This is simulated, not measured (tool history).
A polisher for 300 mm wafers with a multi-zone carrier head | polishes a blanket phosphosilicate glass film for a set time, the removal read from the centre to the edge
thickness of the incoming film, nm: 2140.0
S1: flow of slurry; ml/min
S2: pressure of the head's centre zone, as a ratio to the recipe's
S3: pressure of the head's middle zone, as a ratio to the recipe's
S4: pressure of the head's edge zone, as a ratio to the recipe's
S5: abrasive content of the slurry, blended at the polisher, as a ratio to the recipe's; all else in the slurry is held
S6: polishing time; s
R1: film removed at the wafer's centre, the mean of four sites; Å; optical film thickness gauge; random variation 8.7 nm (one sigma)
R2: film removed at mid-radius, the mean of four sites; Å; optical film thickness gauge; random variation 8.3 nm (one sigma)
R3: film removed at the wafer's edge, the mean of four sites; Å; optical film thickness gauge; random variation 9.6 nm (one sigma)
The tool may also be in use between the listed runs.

{"run": 1, "hour": 0.0, "S1": 305, "S2": 1.0, "S3": 1.0, "S4": 1.0, "S5": 1.0, "S6": 54, "R1": 6293.7, "R2": 6246.7, "R3": 6210.2}
{"run": 2, "hour": 7.9, "S1": 305, "S2": 1.0, "S3": 1.0, "S4": 1.0, "S5": 1.2, "S6": 54, "R1": 6854.0, "R2": 6637.4, "R3": 6634.6}
{"run": 3, "hour": 8.8, "S1": 305, "S2": 1.0, "S3": 1.0, "S4": 1.0, "S5": 1.0, "S6": 54, "R1": 6397.7, "R2": 6149.8, "R3": 6100.6}
{"run": 4, "hour": 9.5, "S1": 305, "S2": 1.0, "S3": 0.95, "S4": 1.0, "S5": 1.0, "S6": 54, "R1": 6352.1, "R2": 5954.3, "R3": 6331.7}
{"run": 5, "hour": 11.4, "S1": 305, "S2": 1.0, "S3": 0.95, "S4": 1.0, "S5": 1.0, "S6": 68, "R1": 8014.1, "R2": 7623.7, "R3": 7747.6}
{"run": 6, "hour": 12.8, "S1": 305, "S2": 0.98, "S3": 0.98, "S4": 0.99, "S5": 1.0, "S6": 68, "R1": 7813.3, "R2": 7697.3, "R3": 7649.8}
{"run": 7, "hour": 19.2, "S1": 305, "S2": 0.97, "S3": 1.01, "S4": 0.99, "S5": 1.0, "S6": 68, "R1": 7682.0, "R2": 7945.0, "R3": 7661.0}
{"run": 8, "hour": 25.4, "S1": 305, "S2": 0.97, "S3": 1.03, "S4": 0.98, "S5": 1.0, "S6": 68, "R1": 7734.9, "R2": 8131.8, "R3": 7765.8}
{"run": 9, "hour": 31.4, "S1": 305, "S2": 0.97, "S3": 1.05, "S4": 0.96, "S5": 0.95, "S6": 68, "R1": 7602.5, "R2": 7926.7, "R3": 7453.9}

Run 10 comes next. What will it give?
{"run": 10, "hour": 36.6, "S1": 310, "S2": 0.97, "S3": 1.07, "S4": 0.96, "S5": 0.95, "S6": 68, "R1": "?", "R2": "?", "R3": "?"}

R1: 7599.1 Å
R2: 8045.5 Å
R3: 7556.2 Å
